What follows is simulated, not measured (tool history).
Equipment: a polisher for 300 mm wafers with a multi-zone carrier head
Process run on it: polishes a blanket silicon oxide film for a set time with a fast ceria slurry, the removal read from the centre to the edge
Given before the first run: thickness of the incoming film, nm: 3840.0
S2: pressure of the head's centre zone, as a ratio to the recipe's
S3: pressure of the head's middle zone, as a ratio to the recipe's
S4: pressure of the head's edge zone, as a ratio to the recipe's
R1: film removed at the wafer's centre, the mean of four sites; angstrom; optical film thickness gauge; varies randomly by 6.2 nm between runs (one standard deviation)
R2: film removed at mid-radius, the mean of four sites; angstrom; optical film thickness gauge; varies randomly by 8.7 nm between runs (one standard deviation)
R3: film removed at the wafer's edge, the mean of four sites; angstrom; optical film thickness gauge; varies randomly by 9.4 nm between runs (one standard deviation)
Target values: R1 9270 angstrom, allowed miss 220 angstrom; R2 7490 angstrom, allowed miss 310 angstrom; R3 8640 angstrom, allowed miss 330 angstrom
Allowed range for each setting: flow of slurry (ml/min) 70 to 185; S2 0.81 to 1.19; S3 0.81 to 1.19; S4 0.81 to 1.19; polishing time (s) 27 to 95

Run 1, day 0: flow of slurry (ml/min) 120, S2 1, S3 1, S4 1, polishing time (s) 61. Result: R1 10811 angstrom, R2 11081 angstrom, R3 11757 angstrom.
Run 2, day 0.121: flow of slurry (ml/min) 120, S2 1, S3 1.06, S4 1, polishing time (s) 61. Result: R1 10763 angstrom, R2 11622 angstrom, R3 11690 angstrom.
Run 3, day 0.467: flow of slurry (ml/min) 120, S2 0.95, S3 1.06, S4 1, polishing time (s) 61. Result: R1 10422 angstrom, R2 11773 angstrom, R3 11595 angstrom.
Run 4, day 0.833: flow of slurry (ml/min) 120, S2 0.95, S3 1.06, S4 1, polishing time (s) 71. Result: R1 11989 angstrom, R2 13275 angstrom, R3 13697 angstrom.
Run 5, day 0.967: flow of slurry (ml/min) 100, S2 0.95, S3 1.06, S4 1, polishing time (s) 71. Result: R1 11274 angstrom, R2 12908 angstrom, R3 12791 angstrom.
Run 6, day 1.304: flow of slurry (ml/min) 100, S2 0.95, S3 1.06, S4 0.94, polishing time (s) 71. Result: R1 11240 angstrom, R2 12660 angstrom, R3 12637 angstrom.
Run 7, day 1.625: flow of slurry (ml/min) 95, S2 1, S3 1, S4 0.91, polishing time (s) 65. Result: R1 10659 angstrom, R2 11113 angstrom, R3 11057 angstrom.
At day 1.708: edge zone pressure recalibrated.
Run 8, day 1.708: flow of slurry (ml/min) 95, S2 1.04, S3 0.95, S4 0.93, polishing time (s) 60. Result: R1 10246 angstrom, R2 9663.5 angstrom, R3 9950.3 angstrom.
Run 9, day 1.788: flow of slurry (ml/min) 90, S2 1.05, S3 0.91, S4 0.94, polishing time (s) 59. Result: R1 10017 angstrom, R2 9151.4 angstrom, R3 9759.3 angstrom.
Run 10, day 2.05: flow of slurry (ml/min) 85, S2 1.06, S3 0.88, S4 0.95, polishing time (s) 58. Result: R1 9626 angstrom, R2 8351.3 angstrom, R3 9504.4 angstrom.
Run 11, day 2.258: flow of slurry (ml/min) 80, S2 1.07, S3 0.86, S4 0.93, polishing time (s) 58. Result: R1 9458.9 angstrom, R2 8073.1 angstrom, R3 9212.4 angstrom.
Run 12, day 2.383: flow of slurry (ml/min) 80, S2 1.08, S3 0.85, S4 0.92, polishing time (s) 58. Result: R1 9544.2 angstrom, R2 7949.6 angstrom, R3 9325.6 angstrom.

Which single option among these 5 for the next run brings every result within its allowed miss of target? Just one does.
Run A, day 2.508: flow of slurry (ml/min) 110, S2 1.05, S3 1.01, S4 0.88, polishing time (s) 48. Result: R1 ?, R2 ?, R3 ?.
Run B, day 2.508: flow of slurry (ml/min) 70, S2 1.11, S3 0.9, S4 0.91, polishing time (s) 62. Result: R1 ?, R2 ?, R3 ?.
Run C, day 2.508: flow of slurry (ml/min) 75, S2 1.09, S3 0.86, S4 0.92, polishing time (s) 61. Result: R1 ?, R2 ?, R3 ?.
Run D, day 2.508: flow of slurry (ml/min) 85, S2 1.12, S3 0.81, S4 0.9, polishing time (s) 56. Result: R1 ?, R2 ?, R3 ?.
Run E, day 2.508: flow of slurry (ml/min) 75, S2 1.15, S3 0.87, S4 0.92, polishing time (s) 55. Result: R1 ?, R2 ?, R3 ?.

move      R1      R2      R3
   A  8619.3  8492.4  8102.8
   B  9632.4    8397  9531.1
   C  9669.1  8219.6  9620.5
   D  9699.3  7568.5  9044.3
   E  9201.9  7479.6  8673.1
A: takes the biggest miss from the last run beyond its target
B: its largest miss is bigger than the last run's
C: its largest miss is bigger than the last run's
D: gains on the last run, yet a result remains outside its allowed miss
E: all results in spec
Answer: E
